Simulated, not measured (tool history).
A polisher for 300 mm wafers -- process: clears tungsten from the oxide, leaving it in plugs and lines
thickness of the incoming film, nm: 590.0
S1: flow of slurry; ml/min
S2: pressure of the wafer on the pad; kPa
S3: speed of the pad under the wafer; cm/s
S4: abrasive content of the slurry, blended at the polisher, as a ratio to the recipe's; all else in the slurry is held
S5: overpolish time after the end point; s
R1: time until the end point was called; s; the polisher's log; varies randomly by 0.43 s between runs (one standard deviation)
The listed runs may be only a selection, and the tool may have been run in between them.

run 1 day=0.000 | S1=245 S2=25.5 S3=120 S4=1.00 S5=8 | R1=85.775
run 2 day=0.121 | S1=245 S2=25.5 S3=136 S4=1.00 S5=8 | R1=76.112
run 3 day=0.388 | S1=245 S2=25.5 S3=136 S4=1.10 S5=8 | R1=74.678
run 4 day=0.683 | S1=245 S2=26.2 S3=136 S4=1.10 S5=8 | R1=71.905
run 5 day=0.879 | S1=245 S2=26.2 S3=136 S4=1.25 S5=8 | R1=70.244
run 6 day=1.179 | S1=245 S2=26.9 S3=136 S4=1.25 S5=8 | R1=68.780

Estimate the outcome of run 7 from the log above:
run 7 day=1.550 | S1=245 S2=27.6 S3=136 S4=1.25 S5=8 | R1=?

Run 7 yielded R1 66.296 s.
